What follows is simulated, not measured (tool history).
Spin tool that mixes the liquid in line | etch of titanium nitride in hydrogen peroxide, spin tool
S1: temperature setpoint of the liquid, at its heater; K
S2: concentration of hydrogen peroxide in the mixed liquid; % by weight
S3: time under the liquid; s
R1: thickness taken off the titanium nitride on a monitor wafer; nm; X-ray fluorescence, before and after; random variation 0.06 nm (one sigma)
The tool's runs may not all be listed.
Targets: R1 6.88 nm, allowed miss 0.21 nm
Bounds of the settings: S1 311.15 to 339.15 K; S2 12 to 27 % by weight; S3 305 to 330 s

run  hour      S1  S2   S3      R1
  1     0  327.15  18  305  10.956
  2   1.2  327.15  18  305  10.859
  3   6.9  326.15  18  305  10.026
  4   9.5  325.65  18  305  9.7016
  5  13.1  325.15  18  305  9.4504
  6  14.1  324.65  18  305  8.9937
  7    17  324.15  18  305  8.6784
  8  23.3  323.65  18  305    8.45
  9  24.7  323.15  18  305  8.1499
 10  31.4  322.65  18  305  7.7323
 11  38.1  321.65  18  305  7.3489

5 next moves are on the table. One of them brings every result within its allowed miss. Which?
  A  44.8  319.15    15  330   ?
  B  44.8  321.65    22  305   ?
  C  44.8  322.15    16  305   ?
  D  44.8  320.65    20  305   ?
  E  44.8  322.15  17.5  305   ?

move      R1
   A  6.4056
   B  7.7188
   C   7.479
   D  7.0289
   E  7.6223
A: takes the result that was furthest off past its target
B: further off than the last run
C: further off than the last run
D: meets every target
E: further off than the last run
The right move is D.

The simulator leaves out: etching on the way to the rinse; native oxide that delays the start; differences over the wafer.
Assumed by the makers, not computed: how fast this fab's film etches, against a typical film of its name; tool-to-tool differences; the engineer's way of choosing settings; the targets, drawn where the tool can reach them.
